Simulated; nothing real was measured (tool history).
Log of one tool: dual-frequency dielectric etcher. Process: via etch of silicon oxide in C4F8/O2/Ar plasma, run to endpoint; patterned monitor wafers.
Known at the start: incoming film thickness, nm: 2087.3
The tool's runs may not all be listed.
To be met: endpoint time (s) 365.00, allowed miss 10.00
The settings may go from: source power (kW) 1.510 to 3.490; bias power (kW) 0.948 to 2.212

run	hour	source power (kW)	bias power (kW)	endpoint time (s)
1	0.0	2.500	1.580	426.91
2	7.5	2.590	1.602	416.70
3	13.5	2.590	1.820	404.29
4	17.4	2.590	1.675	410.48
5	18.7	2.190	1.675	463.23
6	20.3	2.190	1.864	450.92
7	24.3	2.270	1.876	435.54
8	27.6	2.340	1.886	425.81
9	34.7	2.400	1.894	417.60
10	36.7	2.450	1.901	409.74

Which of these 4 next moves meets every target?
A	38.7	2.960	1.897	?
B	38.7	2.660	1.771	?
C	38.7	2.010	1.863	?
D	38.7	3.110	2.040	?

move	endpoint time (s)
A	369.86
B	401.89
C	479.81
D	352.47
A: meets every target
B: nearer than the last run, and not there yet
C: further off than the last run
D: takes the result that was furthest off past its target
Move A is the one to make.
